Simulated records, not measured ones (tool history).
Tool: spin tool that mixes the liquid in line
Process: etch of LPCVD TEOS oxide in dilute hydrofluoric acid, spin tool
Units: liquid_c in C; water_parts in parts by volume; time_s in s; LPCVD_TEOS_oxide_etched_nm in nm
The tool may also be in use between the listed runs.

| run | hour | liquid_c | water_parts | time_s | LPCVD_TEOS_oxide_etched_nm |
|---|---|---|---|---|---|
| 1 | 0 | 22 | 250 | 290 | 14.381 |
| 2 | 2.3 | 22 | 250 | 310 | 15.452 |
| 3 | 3.7 | 21 | 260 | 310 | 14.266 |
| 4 | 4.9 | 20 | 265 | 310 | 13.275 |
| 5 | 10.6 | 20 | 265 | 310 | 13.38 |
| 6 | 18.4 | 18.5 | 265 | 310 | 12.65 |

The next listed run, before its measurement:
| 7 | 25.4 | 18 | 270 | 310 | ? |

{"run 7": {"LPCVD_TEOS_oxide_etched_nm": 12.17}}
